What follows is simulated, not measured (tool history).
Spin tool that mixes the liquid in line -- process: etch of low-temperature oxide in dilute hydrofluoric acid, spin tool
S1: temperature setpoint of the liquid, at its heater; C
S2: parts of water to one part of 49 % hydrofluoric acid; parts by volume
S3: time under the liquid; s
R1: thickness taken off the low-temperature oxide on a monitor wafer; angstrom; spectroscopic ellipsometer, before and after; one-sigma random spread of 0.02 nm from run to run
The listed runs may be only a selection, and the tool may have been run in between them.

run  hour    S1   S2  S3      R1
  1     0    22  185  20  32.113
  2     5    25  185  20  35.986
  3  10.8    26  180  20  38.403
  4  12.3  26.5  175  20  40.516
  5  17.4  26.5  125  20  60.556
  6  19.6  26.5  170  20  42.187
  7  22.7    30  145  20  58.078
  8    29    30  145  20  57.521
  9  35.2    30  145  20  57.944

What does the tool deliver on the next run?
 10  42.9  29.5  145  20   ?

R1: 56.649 angstrom
